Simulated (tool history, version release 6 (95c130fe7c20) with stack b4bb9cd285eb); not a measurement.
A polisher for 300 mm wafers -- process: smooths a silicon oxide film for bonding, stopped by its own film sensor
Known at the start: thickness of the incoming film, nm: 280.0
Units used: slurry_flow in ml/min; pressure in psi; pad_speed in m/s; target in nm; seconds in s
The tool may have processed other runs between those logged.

run 1 hour=0.0 | slurry_flow=240 pressure=1.4 pad_speed=1.04 slurry_solids=1.0 target=215 | seconds=110.080
run 2 hour=4.9 | slurry_flow=240 pressure=1.4 pad_speed=1.28 slurry_solids=1.0 target=215 | seconds=95.393
run 3 hour=7.7 | slurry_flow=240 pressure=1.3 pad_speed=1.26 slurry_solids=1.0 target=215 | seconds=102.470
run 4 hour=10.8 | slurry_flow=195 pressure=1.3 pad_speed=1.26 slurry_solids=1.0 target=215 | seconds=104.000
run 5 hour=12.1 | slurry_flow=145 pressure=1.3 pad_speed=1.26 slurry_solids=1.0 target=215 | seconds=110.290
run 6 hour=19.5 | slurry_flow=145 pressure=1.3 pad_speed=1.26 slurry_solids=0.8 target=215 | seconds=129.790

Run 7 comes next. What will it give?
run 7 hour=25.4 | slurry_flow=145 pressure=1.2 pad_speed=1.26 slurry_solids=0.8 target=215 | seconds=?

{"run 7": {"seconds": 135.66}}
